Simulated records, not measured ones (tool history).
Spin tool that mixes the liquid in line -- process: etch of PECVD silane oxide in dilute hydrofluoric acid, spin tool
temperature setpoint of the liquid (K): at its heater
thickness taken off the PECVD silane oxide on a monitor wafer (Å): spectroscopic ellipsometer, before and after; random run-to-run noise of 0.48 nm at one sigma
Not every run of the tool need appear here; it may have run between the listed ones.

run  hour  temperature setpoint of the liquid (K)  parts of water to one part of 49 % hydrofluoric acid (parts by volume)  time under the liquid (s)  thickness taken off the PECVD silane oxide on a monitor wafer (Å)
  1     0                                  298.15                                                                     210                        240                                                             340.26
  2   7.4                                  299.65                                                                     195                        240                                                             402.21
  3  15.7                                  302.65                                                                     195                        240                                                             442.48
  4  24.6                                  300.15                                                                     195                        240                                                              403.4
  5  30.3                                  301.65                                                                     185                        240                                                             452.47
  6  36.7                                  301.65                                                                     145                        240                                                             607.74
  7  42.3                                  302.15                                                                     145                        240                                                             619.27

For run 8, what comes out?
  8  45.4                                  302.65                                                                     145                        240                                                                  ?

Run 8 gave thickness taken off the PECVD silane oxide on a monitor wafer (Å) 628.64.

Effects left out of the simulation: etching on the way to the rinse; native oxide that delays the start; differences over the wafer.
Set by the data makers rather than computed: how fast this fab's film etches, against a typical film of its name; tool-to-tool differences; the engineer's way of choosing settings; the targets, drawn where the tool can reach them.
